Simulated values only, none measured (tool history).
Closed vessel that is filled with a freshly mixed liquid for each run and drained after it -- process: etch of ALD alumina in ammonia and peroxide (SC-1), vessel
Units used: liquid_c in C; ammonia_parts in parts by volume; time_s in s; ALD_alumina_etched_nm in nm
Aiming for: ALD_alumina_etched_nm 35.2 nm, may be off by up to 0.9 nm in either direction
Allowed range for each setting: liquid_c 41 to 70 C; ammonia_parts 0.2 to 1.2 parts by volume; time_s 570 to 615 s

run,hour,liquid_c,ammonia_parts,time_s,ALD_alumina_etched_nm
1,0,57,0.8,570,41.735
2,6.9,56,0.8,570,39.502
3,15.1,56,0.8,570,39.423
4,17.9,56,0.8,570,39.782
5,26.2,63,0.8,570,56.181
6,32.9,60.5,0.8,570,49.099
7,33.9,53,0.8,570,33.689
8,37.4,53,0.8,570,33.986

Exercise: of the 4 proposed moves below, exactly one satisfies all targets within the stated allowed misses. Which move is it?
A,40.9,54,0.8,570,?
B,40.9,52.5,0.8,570,?
C,40.9,51.5,0.7,615,?
D,40.9,51.5,0.95,600,?

move,ALD_alumina_etched_nm
A,35.257
B,32.525
C,32.821
D,32.965
A: all results in spec
B: lands further from the targets than the last run did
C: lands further from the targets than the last run did
D: lands further from the targets than the last run did
A is the move that brings every result within its allowed miss.
